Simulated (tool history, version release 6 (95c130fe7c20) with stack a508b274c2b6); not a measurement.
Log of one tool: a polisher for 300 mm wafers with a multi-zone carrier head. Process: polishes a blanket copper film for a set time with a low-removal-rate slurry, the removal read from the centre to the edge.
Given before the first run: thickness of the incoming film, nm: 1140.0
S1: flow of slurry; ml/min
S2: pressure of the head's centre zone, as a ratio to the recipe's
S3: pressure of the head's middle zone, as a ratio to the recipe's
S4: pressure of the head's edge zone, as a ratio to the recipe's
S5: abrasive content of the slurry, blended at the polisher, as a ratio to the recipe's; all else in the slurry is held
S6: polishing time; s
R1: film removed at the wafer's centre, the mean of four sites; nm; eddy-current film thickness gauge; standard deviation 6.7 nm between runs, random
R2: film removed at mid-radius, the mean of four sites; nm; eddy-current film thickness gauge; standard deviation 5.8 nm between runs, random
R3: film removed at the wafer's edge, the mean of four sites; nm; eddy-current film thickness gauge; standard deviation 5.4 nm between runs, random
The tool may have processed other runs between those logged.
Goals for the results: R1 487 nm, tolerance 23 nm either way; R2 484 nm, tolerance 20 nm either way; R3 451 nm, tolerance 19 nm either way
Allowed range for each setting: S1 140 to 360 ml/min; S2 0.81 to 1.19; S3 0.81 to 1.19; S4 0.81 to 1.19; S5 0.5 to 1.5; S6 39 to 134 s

{"run": 1, "hour": 0.0, "S1": 230, "S2": 1, "S3": 1, "S4": 1, "S5": 1, "S6": 86, "R1": 390.79, "R2": 386.1, "R3": 390.45}
{"run": 2, "hour": 2.2, "S1": 230, "S2": 0.92, "S3": 1, "S4": 1, "S5": 1, "S6": 86, "R1": 363.83, "R2": 377, "R3": 387.08}
{"run": 3, "hour": 10.2, "S1": 285, "S2": 0.92, "S3": 1, "S4": 1, "S5": 1, "S6": 86, "R1": 371.09, "R2": 394.29, "R3": 389.8}
{"run": 4, "hour": 10.9, "S1": 285, "S2": 0.92, "S3": 1, "S4": 1, "S5": 1, "S6": 101, "R1": 426.04, "R2": 466.99, "R3": 456.34}
{"run": 5, "hour": 17.0, "S1": 290, "S2": 0.95, "S3": 1, "S4": 0.99, "S5": 1, "S6": 101, "R1": 448.29, "R2": 457.26, "R3": 467.71}
{"run": 6, "hour": 25.8, "S1": 295, "S2": 0.97, "S3": 1.03, "S4": 0.97, "S5": 1, "S6": 101, "R1": 456.41, "R2": 469.56, "R3": 454.58}
{"run": 7, "hour": 32.1, "S1": 295, "S2": 0.98, "S3": 1.04, "S4": 0.96, "S5": 1, "S6": 101, "R1": 450.61, "R2": 474.74, "R3": 463.52}
{"run": 8, "hour": 34.5, "S1": 360, "S2": 1.08, "S3": 1.06, "S4": 0.86, "S5": 0.85, "S6": 100, "R1": 483.16, "R2": 468.08, "R3": 427.84}
{"run": 9, "hour": 42.7, "S1": 360, "S2": 1.07, "S3": 1.06, "S4": 0.87, "S5": 0.85, "S6": 100, "R1": 484.45, "R2": 466.77, "R3": 429.05}
{"run": 10, "hour": 51.5, "S1": 360, "S2": 1.06, "S3": 1.06, "S4": 0.88, "S5": 0.85, "S6": 100, "R1": 491.05, "R2": 468.93, "R3": 427.15}

Below are 5 possible settings for the next run. Only one of them brings all results inside the allowed miss of their targets. Which is it?
{"run": "A", "hour": 60.3, "S1": 300, "S2": 1.01, "S3": 1.14, "S4": 0.82, "S5": 1.15, "S6": 94, "R1": "?", "R2": "?", "R3": "?"}
{"run": "B", "hour": 60.3, "S1": 360, "S2": 1.16, "S3": 1.19, "S4": 0.84, "S5": 0.6, "S6": 105, "R1": "?", "R2": "?", "R3": "?"}
{"run": "C", "hour": 60.3, "S1": 310, "S2": 1.05, "S3": 1.07, "S4": 0.93, "S5": 0.9, "S6": 103, "R1": "?", "R2": "?", "R3": "?"}
{"run": "D", "hour": 60.3, "S1": 360, "S2": 1.17, "S3": 1.16, "S4": 0.88, "S5": 0.55, "S6": 100, "R1": "?", "R2": "?", "R3": "?"}
{"run": "E", "hour": 60.3, "S1": 355, "S2": 1.04, "S3": 1.02, "S4": 0.89, "S5": 0.95, "S6": 97, "R1": "?", "R2": "?", "R3": "?"}

move=A R1=454.06 R2=474.66 R3=412.07
move=B R1=504.41 R2=480.04 R3=408.73
move=C R1=488.52 R2=477.95 R3=447.7
move=D R1=475.22 R2=442.75 R3=388.37
move=E R1=468.08 R2=449.72 R3=424.42
A: further off than the last run
B: further off than the last run
C: all results land within tolerance of their targets
D: further off than the last run
E: further off than the last run
Move C is the one to make.
